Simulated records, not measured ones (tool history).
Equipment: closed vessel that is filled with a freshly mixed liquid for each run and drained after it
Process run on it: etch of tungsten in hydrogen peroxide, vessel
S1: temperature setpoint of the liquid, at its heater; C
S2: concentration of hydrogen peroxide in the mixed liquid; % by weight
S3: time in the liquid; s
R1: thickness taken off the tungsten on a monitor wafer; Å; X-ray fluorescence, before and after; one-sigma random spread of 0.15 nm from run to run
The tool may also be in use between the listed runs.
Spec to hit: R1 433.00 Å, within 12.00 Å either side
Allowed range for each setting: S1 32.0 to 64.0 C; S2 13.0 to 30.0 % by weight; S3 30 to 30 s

Run 1, hour 0.0: S1 48.0 C, S2 25.0 % by weight, S3 30 s. Result: R1 884.41 Å.
Run 2, hour 3.7: S1 48.0 C, S2 25.0 % by weight, S3 30 s. Result: R1 884.80 Å.
Run 3, hour 11.8: S1 41.0 C, S2 25.0 % by weight, S3 30 s. Result: R1 567.26 Å.
Run 4, hour 14.1: S1 40.0 C, S2 25.0 % by weight, S3 30 s. Result: R1 531.35 Å.
Run 5, hour 19.7: S1 39.5 C, S2 25.0 % by weight, S3 30 s. Result: R1 517.37 Å.
Run 6, hour 22.7: S1 39.0 C, S2 25.0 % by weight, S3 30 s. Result: R1 497.29 Å.
Run 7, hour 26.9: S1 38.5 C, S2 25.0 % by weight, S3 30 s. Result: R1 480.64 Å.
Run 8, hour 31.2: S1 38.0 C, S2 25.0 % by weight, S3 30 s. Result: R1 466.17 Å.
Run 9, hour 36.6: S1 37.5 C, S2 25.0 % by weight, S3 30 s. Result: R1 450.77 Å.

Which one of the following 5 next-run settings gets every result inside its allowed miss? There is exactly one.
Run A, hour 42.0: S1 37.5 C, S2 27.0 % by weight, S3 30 s. Result: R1 ?.
Run B, hour 42.0: S1 35.5 C, S2 26.0 % by weight, S3 30 s. Result: R1 ?.
Run C, hour 42.0: S1 37.5 C, S2 25.5 % by weight, S3 30 s. Result: R1 ?.
Run D, hour 42.0: S1 39.0 C, S2 22.0 % by weight, S3 30 s. Result: R1 ?.
Run E, hour 42.0: S1 37.0 C, S2 24.5 % by weight, S3 30 s. Result: R1 ?.

move      R1
   A  467.31
   B  401.41
   C  454.14
   D  465.60
   E  430.64
A: moves away from the targets compared with the last run
B: the result that was furthest off in the last run now lies on the other side of its target
C: moves away from the targets compared with the last run
D: moves away from the targets compared with the last run
E: hits every target within its allowed miss
The right move is E.
